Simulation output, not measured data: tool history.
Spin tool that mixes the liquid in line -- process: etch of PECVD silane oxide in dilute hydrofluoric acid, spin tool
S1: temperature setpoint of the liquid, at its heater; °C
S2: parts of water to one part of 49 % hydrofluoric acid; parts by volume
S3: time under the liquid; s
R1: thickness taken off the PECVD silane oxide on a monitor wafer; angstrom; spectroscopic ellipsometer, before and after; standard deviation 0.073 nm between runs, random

run,hour,S1,S2,S3,R1
1,0.0,23.0,190,105,113.370
2,3.5,23.0,215,105,97.911
3,5.0,23.0,215,105,98.135
4,8.2,25.5,205,105,113.940
5,10.3,25.5,270,105,81.268
6,13.8,28.5,270,105,90.128
7,18.0,29.0,245,105,103.470
8,19.7,29.5,225,105,117.120
9,21.9,30.0,210,105,130.270

For run 10, what comes out?
10,25.1,31.0,185,105,?

{"run 10": {"R1": 159.36}}

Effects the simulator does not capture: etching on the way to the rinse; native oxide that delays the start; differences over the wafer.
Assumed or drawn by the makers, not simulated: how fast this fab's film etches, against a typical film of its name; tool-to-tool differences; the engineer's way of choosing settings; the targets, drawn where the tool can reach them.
